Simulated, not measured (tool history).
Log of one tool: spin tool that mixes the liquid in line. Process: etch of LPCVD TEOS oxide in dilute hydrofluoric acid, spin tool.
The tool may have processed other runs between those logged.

run,day,temperature setpoint of the liquid (K),parts of water to one part of 49 % hydrofluoric acid (parts by volume),time under the liquid (s),thickness taken off the LPCVD TEOS oxide on a monitor wafer (Å)
1,0.000,298.15,220,90,91.255
2,0.092,296.15,225,90,81.912
3,0.308,294.65,225,90,78.038
4,0.667,293.65,225,90,76.262
5,0.833,293.65,305,90,51.929
6,0.862,293.65,305,70,40.530
7,1.212,296.65,300,70,45.206
8,1.571,298.15,290,70,50.022

What will run 9 give?
9,1.862,299.65,285,70,?

Run 9 produced thickness taken off the LPCVD TEOS oxide on a monitor wafer (Å) 53.916.
